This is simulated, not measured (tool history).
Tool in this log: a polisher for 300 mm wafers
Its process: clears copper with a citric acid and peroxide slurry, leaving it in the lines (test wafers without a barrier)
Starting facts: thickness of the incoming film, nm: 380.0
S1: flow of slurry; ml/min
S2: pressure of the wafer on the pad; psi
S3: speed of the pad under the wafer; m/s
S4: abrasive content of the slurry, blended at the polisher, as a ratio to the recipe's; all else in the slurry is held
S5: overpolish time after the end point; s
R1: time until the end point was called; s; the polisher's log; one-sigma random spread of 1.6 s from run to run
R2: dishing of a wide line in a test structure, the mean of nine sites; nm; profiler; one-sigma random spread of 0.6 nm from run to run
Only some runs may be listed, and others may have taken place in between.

Run 1, hour 0.0: S1 185 ml/min, S2 3.6 psi, S3 1.16 m/s, S4 1.0, S5 29 s. Result: R1 120.60 s, R2 49.035 nm.
Run 2, hour 5.6: S1 185 ml/min, S2 3.0 psi, S3 1.16 m/s, S4 1.0, S5 29 s. Result: R1 143.72 s, R2 44.492 nm.
Run 3, hour 13.4: S1 185 ml/min, S2 3.0 psi, S3 1.16 m/s, S4 1.0, S5 20 s. Result: R1 142.84 s, R2 31.042 nm.
Run 4, hour 22.2: S1 145 ml/min, S2 3.0 psi, S3 1.16 m/s, S4 1.0, S5 20 s. Result: R1 149.07 s, R2 30.439 nm.
Run 5, hour 26.7: S1 145 ml/min, S2 2.9 psi, S3 1.16 m/s, S4 1.0, S5 21 s. Result: R1 155.78 s, R2 30.591 nm.
Run 6, hour 32.9: S1 115 ml/min, S2 2.9 psi, S3 1.16 m/s, S4 1.0, S5 21 s. Result: R1 161.37 s, R2 28.614 nm.
Run 7, hour 33.8: S1 115 ml/min, S2 2.9 psi, S3 1.16 m/s, S4 1.0, S5 22 s. Result: R1 162.96 s, R2 29.880 nm.
Run 8, hour 42.7: S1 115 ml/min, S2 2.9 psi, S3 1.16 m/s, S4 1.0, S5 23 s. Result: R1 161.81 s, R2 32.105 nm.
Run 9, hour 51.5: S1 115 ml/min, S2 2.9 psi, S3 1.16 m/s, S4 1.0, S5 24 s. Result: R1 163.38 s, R2 31.777 nm.

What does the tool deliver on the next run?
Run 10, hour 56.3: S1 115 ml/min, S2 2.6 psi, S3 1.16 m/s, S4 1.0, S5 34 s. Result: R1 ?, R2 ?.

Logged for run 10: R1 178.57 s, R2 40.235 nm.

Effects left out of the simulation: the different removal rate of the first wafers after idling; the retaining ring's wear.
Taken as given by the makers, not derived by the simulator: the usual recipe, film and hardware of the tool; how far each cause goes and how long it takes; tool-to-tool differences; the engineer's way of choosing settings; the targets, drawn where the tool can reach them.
